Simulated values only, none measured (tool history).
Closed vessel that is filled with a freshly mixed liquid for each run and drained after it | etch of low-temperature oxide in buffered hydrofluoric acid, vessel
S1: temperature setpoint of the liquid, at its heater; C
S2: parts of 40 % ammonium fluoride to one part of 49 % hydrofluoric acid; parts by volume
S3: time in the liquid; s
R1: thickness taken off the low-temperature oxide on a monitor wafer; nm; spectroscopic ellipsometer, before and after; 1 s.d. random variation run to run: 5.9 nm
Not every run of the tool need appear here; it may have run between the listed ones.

{"run": 1, "hour": 0.0, "S1": 21.0, "S2": 8.5, "S3": 105, "R1": 338.33}
{"run": 2, "hour": 3.7, "S1": 21.0, "S2": 7.5, "S3": 105, "R1": 397.24}
{"run": 3, "hour": 8.3, "S1": 21.0, "S2": 7.5, "S3": 105, "R1": 389.13}
{"run": 4, "hour": 9.8, "S1": 21.0, "S2": 6.0, "S3": 105, "R1": 479.53}
{"run": 5, "hour": 18.7, "S1": 21.0, "S2": 6.0, "S3": 105, "R1": 478.86}
{"run": 6, "hour": 25.5, "S1": 17.5, "S2": 6.0, "S3": 105, "R1": 397.37}
{"run": 7, "hour": 30.2, "S1": 20.5, "S2": 6.0, "S3": 105, "R1": 468.26}

Run 8, settings as shown, results not yet in. Your forecast:
{"run": 8, "hour": 35.0, "S1": 22.0, "S2": 6.0, "S3": 105, "R1": "?"}

Logged for run 8: R1 507.25 nm.

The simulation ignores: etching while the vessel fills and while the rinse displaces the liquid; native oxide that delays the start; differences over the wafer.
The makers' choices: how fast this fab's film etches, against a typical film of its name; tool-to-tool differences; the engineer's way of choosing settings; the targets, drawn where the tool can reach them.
